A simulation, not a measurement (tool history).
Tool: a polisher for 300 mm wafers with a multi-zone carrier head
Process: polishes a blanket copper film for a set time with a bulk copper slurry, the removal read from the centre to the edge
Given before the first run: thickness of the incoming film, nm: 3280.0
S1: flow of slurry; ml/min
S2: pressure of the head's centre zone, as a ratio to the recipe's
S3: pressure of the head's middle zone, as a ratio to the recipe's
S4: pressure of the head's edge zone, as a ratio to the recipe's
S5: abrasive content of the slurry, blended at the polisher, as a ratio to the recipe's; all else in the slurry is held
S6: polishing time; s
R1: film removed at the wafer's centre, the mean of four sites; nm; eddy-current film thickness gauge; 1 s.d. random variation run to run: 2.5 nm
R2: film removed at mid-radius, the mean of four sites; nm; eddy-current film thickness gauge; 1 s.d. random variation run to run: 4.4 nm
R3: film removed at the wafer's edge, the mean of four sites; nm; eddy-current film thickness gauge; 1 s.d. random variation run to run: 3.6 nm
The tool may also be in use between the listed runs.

run	hour	S1	S2	S3	S4	S5	S6	R1	R2	R3
1	0	125	1	1	1	1	41	336.81	342.58	349.42
2	5.1	115	0.99	1.03	0.96	0.95	41	326.75	336.33	324.04
3	9.2	115	0.99	1.03	0.96	0.75	41	314.13	326.58	315.37
4	12.8	115	0.99	1.07	0.96	0.75	41	311.22	326.35	302.06
5	16.7	115	0.99	1.07	0.96	0.95	41	323.93	347.47	324.4
# hour 20.6: slurry nozzle cleaned
6	20.6	115	0.99	1.07	1.01	0.95	41	350.53	371.7	352.45
7	28	115	0.97	1.08	0.98	0.95	41	344.26	377.5	348.17
8	32.7	110	0.95	1.07	0.94	0.95	41	336.53	370.9	338.21

For run 9, what comes out?
9	37.3	110	0.92	1.06	0.91	0.9	41	?	?	?

R1: 316.04 nm
R2: 360.55 nm
R3: 330.51 nm
